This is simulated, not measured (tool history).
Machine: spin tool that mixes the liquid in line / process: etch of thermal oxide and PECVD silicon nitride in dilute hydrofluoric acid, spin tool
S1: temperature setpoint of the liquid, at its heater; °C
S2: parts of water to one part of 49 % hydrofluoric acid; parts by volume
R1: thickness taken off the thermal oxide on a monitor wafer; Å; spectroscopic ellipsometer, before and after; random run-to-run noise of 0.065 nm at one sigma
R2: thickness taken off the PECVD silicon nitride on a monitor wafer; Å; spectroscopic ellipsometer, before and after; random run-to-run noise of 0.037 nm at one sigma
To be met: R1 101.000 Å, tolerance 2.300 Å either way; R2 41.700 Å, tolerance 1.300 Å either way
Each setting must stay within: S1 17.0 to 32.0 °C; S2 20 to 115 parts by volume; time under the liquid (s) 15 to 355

run 1 hour=0.0 | S1=24.0 S2=65 time_under_the_liquid_(s)=180 | R1=151.890 R2=62.214
run 2 hour=3.6 | S1=24.0 S2=65 time_under_the_liquid_(s)=135 | R1=114.040 R2=46.926
run 3 hour=11.3 | S1=24.0 S2=80 time_under_the_liquid_(s)=135 | R1=91.444 R2=38.631
run 4 hour=13.5 | S1=24.0 S2=75 time_under_the_liquid_(s)=135 | R1=97.684 R2=39.909
run 5 hour=22.5 | S1=24.0 S2=90 time_under_the_liquid_(s)=135 | R1=79.161 R2=33.863
run 6 hour=25.0 | S1=24.0 S2=85 time_under_the_liquid_(s)=130 | R1=80.703 R2=34.583
run 7 hour=27.0 | S1=24.0 S2=80 time_under_the_liquid_(s)=130 | R1=87.330 R2=36.698
run 8 hour=31.8 | S1=24.0 S2=75 time_under_the_liquid_(s)=130 | R1=93.834 R2=38.297
run 9 hour=33.0 | S1=24.5 S2=75 time_under_the_liquid_(s)=130 | R1=95.789 R2=40.878
run 10 hour=35.8 | S1=24.5 S2=75 time_under_the_liquid_(s)=130 | R1=95.132 R2=40.271

Below are 5 possible settings for the next run. Only one of them brings all results inside the allowed miss of their targets. Which is it?
run A hour=38.6 | S1=26.5 S2=75 time_under_the_liquid_(s)=115 | R1=? R2=?
run B hour=38.6 | S1=23.5 S2=80 time_under_the_liquid_(s)=155 | R1=? R2=?
run C hour=38.6 | S1=25.0 S2=75 time_under_the_liquid_(s)=120 | R1=? R2=?
run D hour=38.6 | S1=23.5 S2=55 time_under_the_liquid_(s)=100 | R1=? R2=?
run E hour=38.6 | S1=20.5 S2=80 time_under_the_liquid_(s)=170 | R1=? R2=?

move=A R1=91.952 R2=40.515
move=B R1=102.400 R2=42.026
move=C R1=90.394 R2=38.307
move=D R1=99.210 R2=39.172
move=E R1=99.337 R2=37.638
A: its largest miss is bigger than the last run's
B: every result within its allowed miss
C: its largest miss is bigger than the last run's
D: puts the biggest miss on target and leaves a different result outside tolerance
E: puts the biggest miss on target and leaves a different result outside tolerance
The right move is B.
